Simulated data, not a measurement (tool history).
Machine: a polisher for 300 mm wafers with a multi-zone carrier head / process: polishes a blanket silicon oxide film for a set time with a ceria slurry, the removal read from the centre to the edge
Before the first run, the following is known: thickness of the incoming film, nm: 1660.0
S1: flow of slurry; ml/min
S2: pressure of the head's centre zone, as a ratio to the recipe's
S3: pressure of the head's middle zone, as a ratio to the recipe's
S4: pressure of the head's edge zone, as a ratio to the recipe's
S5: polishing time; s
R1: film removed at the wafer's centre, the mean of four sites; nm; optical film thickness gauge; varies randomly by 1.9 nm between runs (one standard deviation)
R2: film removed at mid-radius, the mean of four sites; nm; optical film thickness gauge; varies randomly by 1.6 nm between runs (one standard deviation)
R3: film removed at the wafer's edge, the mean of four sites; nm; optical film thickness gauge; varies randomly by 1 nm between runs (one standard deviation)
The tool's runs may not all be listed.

Run 1, hour 0: S1 160 ml/min, S2 1, S3 1, S4 1, S5 46 s. Result: R1 253.77 nm, R2 252.29 nm, R3 257.56 nm.
Run 2, hour 4.1: S1 160 ml/min, S2 0.93, S3 1, S4 1, S5 46 s. Result: R1 236.64 nm, R2 251.53 nm, R3 257.91 nm.
Run 3, hour 12.5: S1 155 ml/min, S2 0.93, S3 0.97, S4 0.98, S5 43 s. Result: R1 210.84 nm, R2 227.22 nm, R3 236.55 nm.
Run 4, hour 21.3: S1 155 ml/min, S2 0.93, S3 0.97, S4 0.98, S5 38 s. Result: R1 193.19 nm, R2 204.41 nm, R3 210.08 nm.
Run 5, hour 27.1: S1 155 ml/min, S2 0.93, S3 0.97, S4 0.9, S5 38 s. Result: R1 196 nm, R2 203.18 nm, R3 200.85 nm.
Run 6, hour 35.2: S1 155 ml/min, S2 0.93, S3 0.97, S4 0.95, S5 38 s. Result: R1 195.21 nm, R2 200.81 nm, R3 204.78 nm.
Run 7, hour 36.4: S1 150 ml/min, S2 0.93, S3 0.95, S4 0.93, S5 37 s. Result: R1 182.31 nm, R2 196.8 nm, R3 194.91 nm.
Run 8, hour 45: S1 165 ml/min, S2 0.94, S3 0.93, S4 0.94, S5 35 s. Result: R1 184.14 nm, R2 181.1 nm, R3 190.16 nm.
Run 9, hour 46.2: S1 165 ml/min, S2 0.94, S3 0.91, S4 0.93, S5 34 s. Result: R1 176.82 nm, R2 171.7 nm, R3 185.7 nm.
Run 10, hour 51.7: S1 160 ml/min, S2 0.94, S3 0.89, S4 0.91, S5 34 s. Result: R1 175.55 nm, R2 172.19 nm, R3 183.39 nm.

Expected results for the next run?
Run 11, hour 53.7: S1 160 ml/min, S2 0.94, S3 0.88, S4 0.9, S5 33 s. Result: R1 ?, R2 ?, R3 ?.

{"run 11": {"R1": 167.96, "R2": 166.01, "R3": 176.72}}

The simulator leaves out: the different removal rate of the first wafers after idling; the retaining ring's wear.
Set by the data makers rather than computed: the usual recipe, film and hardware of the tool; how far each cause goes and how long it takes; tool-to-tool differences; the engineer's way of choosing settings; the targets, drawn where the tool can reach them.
